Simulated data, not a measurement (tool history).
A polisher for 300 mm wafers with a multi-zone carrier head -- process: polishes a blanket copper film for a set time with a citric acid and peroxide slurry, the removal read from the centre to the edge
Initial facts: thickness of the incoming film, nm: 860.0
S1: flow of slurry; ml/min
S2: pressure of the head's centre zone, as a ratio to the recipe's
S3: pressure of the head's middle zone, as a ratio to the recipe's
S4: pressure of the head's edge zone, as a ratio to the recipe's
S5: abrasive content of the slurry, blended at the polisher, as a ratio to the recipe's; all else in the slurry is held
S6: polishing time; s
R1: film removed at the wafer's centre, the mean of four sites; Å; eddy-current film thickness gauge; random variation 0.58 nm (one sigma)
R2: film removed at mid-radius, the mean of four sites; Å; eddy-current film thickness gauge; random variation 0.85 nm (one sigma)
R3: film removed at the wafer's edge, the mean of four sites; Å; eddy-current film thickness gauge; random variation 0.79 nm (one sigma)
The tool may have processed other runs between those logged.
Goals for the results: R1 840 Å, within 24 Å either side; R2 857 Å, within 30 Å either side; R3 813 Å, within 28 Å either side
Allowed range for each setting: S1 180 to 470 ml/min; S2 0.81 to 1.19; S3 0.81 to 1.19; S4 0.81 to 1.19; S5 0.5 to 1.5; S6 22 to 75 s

{"run": 1, "hour": 0.0, "S1": 300, "S2": 1, "S3": 1, "S4": 1, "S5": 1, "S6": 48, "R1": 1455.2, "R2": 1508.5, "R3": 1475.8}
{"run": 2, "hour": 4.6, "S1": 300, "S2": 1, "S3": 1, "S4": 1, "S5": 1, "S6": 53, "R1": 1606.6, "R2": 1627.4, "R3": 1634.9}
{"run": 3, "hour": 6.2, "S1": 300, "S2": 1.04, "S3": 1, "S4": 1, "S5": 1, "S6": 53, "R1": 1690.9, "R2": 1637.2, "R3": 1642.9}
{"run": 4, "hour": 7.9, "S1": 300, "S2": 1.03, "S3": 0.98, "S4": 0.97, "S5": 0.9, "S6": 48, "R1": 1470, "R2": 1419.5, "R3": 1430.7}
{"run": 5, "hour": 10.0, "S1": 305, "S2": 1.02, "S3": 0.98, "S4": 0.95, "S5": 0.8, "S6": 44, "R1": 1321.6, "R2": 1268.2, "R3": 1287.8}
{"run": 6, "hour": 10.6, "S1": 305, "S2": 1.01, "S3": 0.99, "S4": 0.93, "S5": 0.75, "S6": 41, "R1": 1201.5, "R2": 1183, "R3": 1142.3}
{"run": 7, "hour": 12.0, "S1": 300, "S2": 0.99, "S3": 0.98, "S4": 0.91, "S5": 0.7, "S6": 39, "R1": 1108.3, "R2": 1088.2, "R3": 1079.9}
{"run": 8, "hour": 16.6, "S1": 300, "S2": 0.98, "S3": 0.98, "S4": 0.9, "S5": 0.65, "S6": 37, "R1": 1028.5, "R2": 1043.3, "R3": 1026.3}
{"run": 9, "hour": 22.3, "S1": 305, "S2": 0.98, "S3": 0.98, "S4": 0.89, "S5": 0.6, "S6": 35, "R1": 965.24, "R2": 993.48, "R3": 959.75}
{"run": 10, "hour": 29.9, "S1": 305, "S2": 0.98, "S3": 0.98, "S4": 0.88, "S5": 0.6, "S6": 34, "R1": 935.57, "R2": 954.68, "R3": 919.57}
{"run": 11, "hour": 33.5, "S1": 305, "S2": 0.98, "S3": 0.98, "S4": 0.87, "S5": 0.6, "S6": 33, "R1": 899.36, "R2": 908.59, "R3": 896.13}
{"run": 12, "hour": 37.4, "S1": 305, "S2": 0.98, "S3": 0.99, "S4": 0.86, "S5": 0.6, "S6": 33, "R1": 912.84, "R2": 931.31, "R3": 894.69}

Exercise: of the 5 proposed moves below, exactly one satisfies all targets within the stated allowed misses. Which move is it?
{"run": "A", "hour": 41.3, "S1": 225, "S2": 0.99, "S3": 0.97, "S4": 0.98, "S5": 0.7, "S6": 37, "R1": "?", "R2": "?", "R3": "?"}
{"run": "B", "hour": 41.3, "S1": 230, "S2": 1.02, "S3": 1.04, "S4": 0.92, "S5": 0.9, "S6": 28, "R1": "?", "R2": "?", "R3": "?"}
{"run": "C", "hour": 41.3, "S1": 340, "S2": 0.96, "S3": 1, "S4": 0.82, "S5": 0.8, "S6": 32, "R1": "?", "R2": "?", "R3": "?"}
{"run": "D", "hour": 41.3, "S1": 260, "S2": 0.95, "S3": 0.94, "S4": 0.93, "S5": 0.6, "S6": 32, "R1": "?", "R2": "?", "R3": "?"}
{"run": "E", "hour": 41.3, "S1": 280, "S2": 0.87, "S3": 0.84, "S4": 0.93, "S5": 0.6, "S6": 32, "R1": "?", "R2": "?", "R3": "?"}

move=A R1=1013 R2=1046.3 R3=1049.8
move=B R1=822.86 R2=865.35 R3=805.25
move=C R1=898.36 R2=974.52 R3=885.79
move=D R1=833.46 R2=877.44 R3=878.31
move=E R1=767.28 R2=818.59 R3=883.28
A: moves away from the targets compared with the last run
B: each result inside its tolerance
C: moves away from the targets compared with the last run
D: gets the furthest-off result to its target, but another result is out of tolerance
E: takes the result that was furthest off past its target
Move B is the one to make.
